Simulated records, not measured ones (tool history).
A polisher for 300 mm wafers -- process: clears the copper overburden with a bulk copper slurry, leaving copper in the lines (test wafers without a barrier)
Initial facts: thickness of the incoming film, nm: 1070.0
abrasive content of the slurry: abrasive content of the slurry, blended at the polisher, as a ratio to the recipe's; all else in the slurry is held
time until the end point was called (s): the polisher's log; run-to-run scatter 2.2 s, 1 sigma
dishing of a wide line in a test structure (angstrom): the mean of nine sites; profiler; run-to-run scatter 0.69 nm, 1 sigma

run    day  flow of slurry (ml/min)  pressure of the wafer on the pad (psi)  speed of the pad under the wafer (cm/s)  abrasive content of the slurry  overpolish time after the end point (s)  time until the end point was called (s)  dishing of a wide line in a test structure (angstrom)
  1  0.000                      265                                     2.9                                      126                            1.00                                       26                                  108.660                                                 477.01
  2  0.338                      265                                     3.4                                      126                            1.00                                       26                                   94.197                                                 494.32
  3  0.450                      265                                     3.1                                      122                            1.00                                       24                                  106.060                                                 473.10
  4  0.629                      265                                     2.9                                      118                            1.00                                       24                                  117.370                                                 459.95
  5  0.662                      265                                     2.4                                      118                            1.00                                       24                                  138.140                                                 454.18
  6  0.788                      265                                     2.4                                      142                            1.00                                       24                                  117.960                                                 461.67
  7  0.983                      255                                     1.6                                      106                            0.95                                       11                                  229.980                                                 271.57
  8  1.075                      255                                     1.6                                      104                            0.95                                       14                                  232.890                                                 300.40
  9  1.288                      255                                     1.6                                      104                            0.95                                       16                                  230.990                                                 323.47

What will run 10 give?
 10  1.562                      255                                     1.6                                      104                            0.95                                       16                                        ?                                                      ?

Run 10 came out at time until the end point was called (s) 230.770, dishing of a wide line in a test structure (angstrom) 331.30.
